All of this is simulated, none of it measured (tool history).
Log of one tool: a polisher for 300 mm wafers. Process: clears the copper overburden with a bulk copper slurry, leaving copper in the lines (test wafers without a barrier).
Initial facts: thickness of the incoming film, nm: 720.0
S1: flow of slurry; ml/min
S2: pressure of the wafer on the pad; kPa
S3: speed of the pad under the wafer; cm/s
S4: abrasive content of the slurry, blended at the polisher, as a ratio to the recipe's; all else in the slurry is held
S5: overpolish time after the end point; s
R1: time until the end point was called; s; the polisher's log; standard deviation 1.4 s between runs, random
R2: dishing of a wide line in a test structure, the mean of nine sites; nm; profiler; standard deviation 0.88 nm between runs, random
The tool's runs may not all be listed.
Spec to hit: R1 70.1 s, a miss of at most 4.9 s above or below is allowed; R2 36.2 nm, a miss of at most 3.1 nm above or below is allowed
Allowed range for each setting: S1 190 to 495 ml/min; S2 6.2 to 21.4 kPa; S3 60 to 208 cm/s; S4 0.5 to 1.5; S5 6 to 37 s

| run | hour | S1 | S2 | S3 | S4 | S5 | R1 | R2 |
|---|---|---|---|---|---|---|---|---|
| 1 | 0 | 320 | 13.8 | 134 | 1 | 19 | 75.561 | 65.168 |
| 2 | 7 | 320 | 13.8 | 134 | 1 | 15 | 74.906 | 63.489 |
| 3 | 16 | 320 | 13.8 | 134 | 0.8 | 15 | 76.589 | 58.487 |
| 4 | 20.7 | 340 | 12.4 | 150 | 0.75 | 13 | 75.661 | 52.58 |
| 5 | 28.6 | 355 | 11.7 | 162 | 0.7 | 11 | 78.617 | 49.809 |
| 6 | 37.4 | 355 | 11.7 | 138 | 0.7 | 11 | 90.14 | 46.515 |
| 7 | 44.3 | 385 | 11 | 154 | 0.65 | 10 | 87.277 | 42.872 |
| 8 | 52.3 | 410 | 11 | 162 | 0.6 | 9 | 82.867 | 39.813 |
| 9 | 56.7 | 420 | 11.7 | 164 | 0.6 | 8 | 79.193 | 38.131 |

Below are 5 possible settings for the next run. Only one of them brings all results inside the allowed miss of their targets. Which is it?
| A | 61.1 | 460 | 15.2 | 186 | 0.55 | 7 | ? | ? |
| B | 61.1 | 400 | 17.9 | 126 | 0.6 | 6 | ? | ? |
| C | 61.1 | 375 | 9.7 | 182 | 0.7 | 6 | ? | ? |
| D | 61.1 | 430 | 13.1 | 174 | 0.5 | 9 | ? | ? |
| E | 61.1 | 400 | 13.1 | 180 | 0.75 | 8 | ? | ? |

| move | R1 | R2 |
|---|---|---|
| A | 56.873 | 46.351 |
| B | 71.206 | 35.951 |
| C | 80.962 | 31.65 |
| D | 70.389 | 46.964 |
| E | 62.663 | 46.92 |
A: pushes the last run's worst result past its target
B: in spec on every target
C: lands further from the targets than the last run did
D: meets the target for the result that was furthest off, but another lies outside its allowed miss
E: pushes the last run's worst result past its target
B is the move that brings every result within its allowed miss.
